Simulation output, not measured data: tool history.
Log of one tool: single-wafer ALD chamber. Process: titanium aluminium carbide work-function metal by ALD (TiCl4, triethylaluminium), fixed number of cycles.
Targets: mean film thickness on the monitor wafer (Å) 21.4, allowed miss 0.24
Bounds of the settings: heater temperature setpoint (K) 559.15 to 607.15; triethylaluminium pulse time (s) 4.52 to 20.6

| run | hour | heater temperature setpoint (K) | triethylaluminium pulse time (s) | mean film thickness on the monitor wafer (Å) |
|---|---|---|---|---|
| 1 | 0 | 583.15 | 12.56 | 19.886 |
| 2 | 5.5 | 585.15 | 12.76 | 20.136 |
| 3 | 8.4 | 579.15 | 12.76 | 19.675 |
| 4 | 15.9 | 579.15 | 11.32 | 19.468 |
| 5 | 17.5 | 582.15 | 11.58 | 19.664 |
| 6 | 19.7 | 585.15 | 11.81 | 19.99 |
| 7 | 23.1 | 587.15 | 11.99 | 20.126 |
| 8 | 32 | 589.15 | 12.18 | 20.443 |

5 next moves are on the table. One of them brings every result within its allowed miss. Which?
| A | 40.9 | 593.15 | 12.97 | ? |
| B | 40.9 | 586.15 | 9.13 | ? |
| C | 40.9 | 592.15 | 15.86 | ? |
| D | 40.9 | 603.15 | 12 | ? |
| E | 40.9 | 583.15 | 10.56 | ? |

| move | mean film thickness on the monitor wafer (Å) |
|---|---|
| A | 20.723 |
| B | 19.39 |
| C | 20.808 |
| D | 21.357 |
| E | 19.621 |
A: nearer than the last run, and not there yet
B: further off than the last run
C: nearer than the last run, and not there yet
D: meets every target
E: further off than the last run
The right move is D.

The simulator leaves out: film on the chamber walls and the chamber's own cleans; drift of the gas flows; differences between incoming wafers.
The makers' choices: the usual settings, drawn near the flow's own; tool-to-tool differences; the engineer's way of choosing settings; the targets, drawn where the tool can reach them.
